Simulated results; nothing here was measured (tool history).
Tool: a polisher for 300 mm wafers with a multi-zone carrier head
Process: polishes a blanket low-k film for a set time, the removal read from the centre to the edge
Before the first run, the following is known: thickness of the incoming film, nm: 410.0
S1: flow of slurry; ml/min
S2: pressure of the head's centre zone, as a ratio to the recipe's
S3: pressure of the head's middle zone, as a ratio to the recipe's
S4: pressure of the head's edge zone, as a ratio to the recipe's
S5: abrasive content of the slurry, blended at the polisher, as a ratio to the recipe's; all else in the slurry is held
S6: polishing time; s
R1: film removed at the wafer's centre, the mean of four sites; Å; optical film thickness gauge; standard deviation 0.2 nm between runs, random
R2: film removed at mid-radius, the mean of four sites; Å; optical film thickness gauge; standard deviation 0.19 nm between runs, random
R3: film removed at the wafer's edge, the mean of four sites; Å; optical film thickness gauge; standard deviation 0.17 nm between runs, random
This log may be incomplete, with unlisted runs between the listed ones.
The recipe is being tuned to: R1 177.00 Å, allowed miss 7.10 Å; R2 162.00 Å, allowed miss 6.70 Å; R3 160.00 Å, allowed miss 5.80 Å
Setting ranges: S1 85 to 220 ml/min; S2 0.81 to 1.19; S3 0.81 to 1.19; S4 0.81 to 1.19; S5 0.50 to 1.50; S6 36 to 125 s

{"run": 1, "hour": 0.0, "S1": 140, "S2": 1.0, "S3": 1.0, "S4": 1.0, "S5": 1.0, "S6": 80, "R1": 290.97, "R2": 289.83, "R3": 295.03}
{"run": 2, "hour": 3.5, "S1": 140, "S2": 1.0, "S3": 1.06, "S4": 1.0, "S5": 1.0, "S6": 80, "R1": 289.57, "R2": 298.99, "R3": 291.26}
{"run": 3, "hour": 4.2, "S1": 135, "S2": 1.02, "S3": 1.04, "S4": 0.97, "S5": 0.85, "S6": 72, "R1": 238.73, "R2": 236.91, "R3": 231.14}
{"run": 4, "hour": 5.8, "S1": 125, "S2": 1.03, "S3": 1.02, "S4": 0.94, "S5": 0.75, "S6": 71, "R1": 206.61, "R2": 205.96, "R3": 201.35}
{"run": 5, "hour": 11.3, "S1": 115, "S2": 1.05, "S3": 1.0, "S4": 0.91, "S5": 0.7, "S6": 71, "R1": 198.07, "R2": 189.62, "R3": 186.48}
{"run": 6, "hour": 19.4, "S1": 110, "S2": 1.06, "S3": 0.99, "S4": 0.88, "S5": 0.7, "S6": 71, "R1": 192.56, "R2": 182.0, "R3": 181.78}
{"run": 7, "hour": 22.4, "S1": 105, "S2": 1.07, "S3": 0.99, "S4": 0.86, "S5": 0.7, "S6": 71, "R1": 199.36, "R2": 183.98, "R3": 180.91}
{"run": 8, "hour": 23.7, "S1": 105, "S2": 1.07, "S3": 0.98, "S4": 0.85, "S5": 0.65, "S6": 71, "R1": 185.04, "R2": 170.48, "R3": 165.31}

Below are 5 possible settings for the next run. Only one of them brings all results inside the allowed miss of their targets. Which is it?
{"run": "A", "hour": 25.0, "S1": 85, "S2": 0.97, "S3": 1.0, "S4": 0.89, "S5": 0.75, "S6": 61, "R1": "?", "R2": "?", "R3": "?"}
{"run": "B", "hour": 25.0, "S1": 85, "S2": 1.08, "S3": 0.81, "S4": 0.98, "S5": 0.75, "S6": 62, "R1": "?", "R2": "?", "R3": "?"}
{"run": "C", "hour": 25.0, "S1": 85, "S2": 1.07, "S3": 0.84, "S4": 0.91, "S5": 0.75, "S6": 67, "R1": "?", "R2": "?", "R3": "?"}
{"run": "D", "hour": 25.0, "S1": 130, "S2": 1.13, "S3": 1.11, "S4": 0.81, "S5": 0.6, "S6": 74, "R1": "?", "R2": "?", "R3": "?"}
{"run": "E", "hour": 25.0, "S1": 105, "S2": 1.12, "S3": 1.04, "S4": 0.94, "S5": 0.6, "S6": 71, "R1": "?", "R2": "?", "R3": "?"}

move=A R1=159.00 R2=162.61 R3=161.47
move=B R1=177.90 R2=146.81 R3=171.97
move=C R1=190.66 R2=161.80 R3=179.43
move=D R1=193.06 R2=180.84 R3=158.05
move=E R1=176.36 R2=160.99 R3=158.33
A: the furthest-off result lands on target, but another misses its tolerance
B: the result that was furthest off in the last run now lies on the other side of its target
C: the furthest-off result lands on target, but another misses its tolerance
D: misses by more than the last run did
E: all results land within tolerance of their targets
The right move is E.

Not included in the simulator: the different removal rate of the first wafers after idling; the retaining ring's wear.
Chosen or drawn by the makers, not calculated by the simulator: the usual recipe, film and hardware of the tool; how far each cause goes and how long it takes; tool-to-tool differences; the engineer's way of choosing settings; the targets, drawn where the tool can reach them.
